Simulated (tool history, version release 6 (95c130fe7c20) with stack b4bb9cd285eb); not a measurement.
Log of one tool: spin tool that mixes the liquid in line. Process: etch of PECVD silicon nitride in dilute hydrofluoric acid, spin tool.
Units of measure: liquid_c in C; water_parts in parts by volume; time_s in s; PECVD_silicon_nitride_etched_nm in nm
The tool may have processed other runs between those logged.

run	hour	liquid_c	water_parts	time_s	PECVD_silicon_nitride_etched_nm
1	0.0	23.0	275	320	1.8763
2	6.6	23.0	230	320	2.2225
3	14.9	22.5	255	320	1.9584
4	18.0	25.0	255	320	2.4204
5	25.9	25.0	255	345	2.4588
6	33.3	24.5	280	340	2.1114

Expected results for the next run?
7	36.8	24.0	300	335	?

PECVD_silicon_nitride_etched_nm: 1.9670 nm
